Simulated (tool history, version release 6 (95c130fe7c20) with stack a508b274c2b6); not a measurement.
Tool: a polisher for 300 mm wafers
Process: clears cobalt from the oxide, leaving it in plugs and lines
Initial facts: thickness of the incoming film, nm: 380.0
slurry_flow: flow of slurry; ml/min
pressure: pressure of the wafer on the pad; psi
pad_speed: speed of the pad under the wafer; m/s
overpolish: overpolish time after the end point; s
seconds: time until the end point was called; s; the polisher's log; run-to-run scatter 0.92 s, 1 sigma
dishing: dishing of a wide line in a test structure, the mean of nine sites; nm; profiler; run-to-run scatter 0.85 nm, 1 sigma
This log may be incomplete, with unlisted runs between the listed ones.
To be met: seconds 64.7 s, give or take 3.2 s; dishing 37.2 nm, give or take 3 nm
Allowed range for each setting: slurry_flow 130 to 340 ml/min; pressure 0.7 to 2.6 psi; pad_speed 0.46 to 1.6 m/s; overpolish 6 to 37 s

run 1 hour=0 | slurry_flow=220 pressure=1.6 pad_speed=1.02 overpolish=19 | seconds=82.328 dishing=40.657
run 2 hour=8.9 | slurry_flow=220 pressure=1.7 pad_speed=1.02 overpolish=17 | seconds=76.743 dishing=37.479
run 3 hour=13.4 | slurry_flow=220 pressure=1.8 pad_speed=1.02 overpolish=17 | seconds=75.969 dishing=40.623
run 4 hour=19 | slurry_flow=220 pressure=1.5 pad_speed=1.02 overpolish=17 | seconds=89.285 dishing=37.398
run 5 hour=22.5 | slurry_flow=180 pressure=1.5 pad_speed=1.02 overpolish=17 | seconds=94.682 dishing=35.294
run 6 hour=26.4 | slurry_flow=200 pressure=1.6 pad_speed=1.02 overpolish=16 | seconds=87.006 dishing=36.667
run 7 hour=33.3 | slurry_flow=215 pressure=1.7 pad_speed=1.02 overpolish=15 | seconds=79.924 dishing=36.223
run 8 hour=39.1 | slurry_flow=225 pressure=1.7 pad_speed=1.02 overpolish=14 | seconds=79.508 dishing=36.406
run 9 hour=45.8 | slurry_flow=225 pressure=2.1 pad_speed=1.04 overpolish=10 | seconds=63.697 dishing=32.142
-- hour=50.7 slurry nozzle cleaned
run 10 hour=50.7 | slurry_flow=225 pressure=2 pad_speed=1.06 overpolish=16 | seconds=61.61 dishing=41.139
run 11 hour=51.5 | slurry_flow=225 pressure=2 pad_speed=1.06 overpolish=13 | seconds=60.31 dishing=37.349
run 12 hour=55.3 | slurry_flow=220 pressure=2 pad_speed=1.06 overpolish=13 | seconds=61.243 dishing=39.616
run 13 hour=64 | slurry_flow=220 pressure=2 pad_speed=1.06 overpolish=12 | seconds=62.836 dishing=37.096
run 14 hour=70.2 | slurry_flow=220 pressure=2 pad_speed=1.06 overpolish=12 | seconds=62.21 dishing=37.402
run 15 hour=74.5 | slurry_flow=215 pressure=2 pad_speed=1.06 overpolish=12 | seconds=60.939 dishing=37.291

Consider the 4 candidate settings below. Which is the only one whose results all fall within their allowed miss of target?
run A hour=78.8 | slurry_flow=195 pressure=2 pad_speed=1.02 overpolish=13 | seconds=? dishing=?
run B hour=78.8 | slurry_flow=270 pressure=2 pad_speed=1.06 overpolish=12 | seconds=? dishing=?
run C hour=78.8 | slurry_flow=210 pressure=2 pad_speed=1.16 overpolish=11 | seconds=? dishing=?
run D hour=78.8 | slurry_flow=170 pressure=1.9 pad_speed=1.24 overpolish=14 | seconds=? dishing=?

move=A seconds=64.861 dishing=38.277
move=B seconds=60.219 dishing=38.16
move=C seconds=57.444 dishing=37.395
move=D seconds=58.921 dishing=41.293
A: each result inside its tolerance
B: its largest miss is bigger than the last run's
C: its largest miss is bigger than the last run's
D: its largest miss is bigger than the last run's
Correct choice: A, which meets every target
